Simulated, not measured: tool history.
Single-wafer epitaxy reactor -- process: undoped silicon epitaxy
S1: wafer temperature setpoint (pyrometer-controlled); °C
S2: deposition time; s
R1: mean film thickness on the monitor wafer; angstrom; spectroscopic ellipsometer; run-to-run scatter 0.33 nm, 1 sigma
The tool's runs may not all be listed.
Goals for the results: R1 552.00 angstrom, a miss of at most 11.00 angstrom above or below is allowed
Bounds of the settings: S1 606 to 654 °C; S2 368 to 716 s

Run 1, day 0.000: S1 630 °C, S2 542 s. Result: R1 684.07 angstrom.
Run 2, day 0.196: S1 627 °C, S2 541 s. Result: R1 637.89 angstrom.
Run 3, day 0.350: S1 625 °C, S2 541 s. Result: R1 613.46 angstrom.
Run 4, day 0.592: S1 631 °C, S2 541 s. Result: R1 704.08 angstrom.
Run 5, day 0.742: S1 636 °C, S2 541 s. Result: R1 787.98 angstrom.
Run 6, day 0.958: S1 645 °C, S2 541 s. Result: R1 958.63 angstrom.
Run 7, day 1.204: S1 637 °C, S2 539 s. Result: R1 798.84 angstrom.
Run 8, day 1.246: S1 625 °C, S2 535 s. Result: R1 606.71 angstrom.
Run 9, day 1.550: S1 624 °C, S2 535 s. Result: R1 594.87 angstrom.
Run 10, day 1.717: S1 623 °C, S2 535 s. Result: R1 581.36 angstrom.
Run 11, day 1.829: S1 622 °C, S2 535 s. Result: R1 566.65 angstrom.

Below are 5 possible settings for the next run. Only one of them brings all results inside the allowed miss of their targets. Which is it?
Run A, day 1.942: S1 622 °C, S2 546 s. Result: R1 ?.
Run B, day 1.942: S1 626 °C, S2 473 s. Result: R1 ?.
Run C, day 1.942: S1 626 °C, S2 499 s. Result: R1 ?.
Run D, day 1.942: S1 626 °C, S2 501 s. Result: R1 ?.
Run E, day 1.942: S1 623 °C, S2 545 s. Result: R1 ?.

move      R1
   A  584.17
   B  554.57
   C  585.05
   D  587.40
   E  596.64
A: its largest miss is bigger than the last run's
B: every result within its allowed miss
C: its largest miss is bigger than the last run's
D: its largest miss is bigger than the last run's
E: its largest miss is bigger than the last run's
Go with B: it meets all targets.

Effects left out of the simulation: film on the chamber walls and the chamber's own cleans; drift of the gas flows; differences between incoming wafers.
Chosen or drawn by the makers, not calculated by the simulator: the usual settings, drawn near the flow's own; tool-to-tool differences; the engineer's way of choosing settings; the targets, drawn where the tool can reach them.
